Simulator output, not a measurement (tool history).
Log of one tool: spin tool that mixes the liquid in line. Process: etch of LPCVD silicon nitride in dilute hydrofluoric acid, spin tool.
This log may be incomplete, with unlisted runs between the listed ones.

| run | day | temperature setpoint of the liquid (K) | parts of water to one part of 49 % hydrofluoric acid (parts by volume) | time under the liquid (s) | thickness taken off the LPCVD silicon nitride on a monitor wafer (angstrom) |
|---|---|---|---|---|---|
| 1 | 0.000 | 296.15 | 245 | 285 | 4.7752 |
| 2 | 0.058 | 295.65 | 255 | 285 | 4.6195 |
| 3 | 0.258 | 295.15 | 265 | 285 | 4.0180 |
| 4 | 0.375 | 295.15 | 205 | 285 | 4.9824 |
| 5 | 0.571 | 293.15 | 205 | 285 | 4.4842 |
| 6 | 0.646 | 292.65 | 215 | 285 | 4.6507 |

Expected results for the next run?
| 7 | 0.846 | 292.65 | 230 | 285 | ? |

Run 7 measured thickness taken off the LPCVD silicon nitride on a monitor wafer (angstrom) 4.0615.
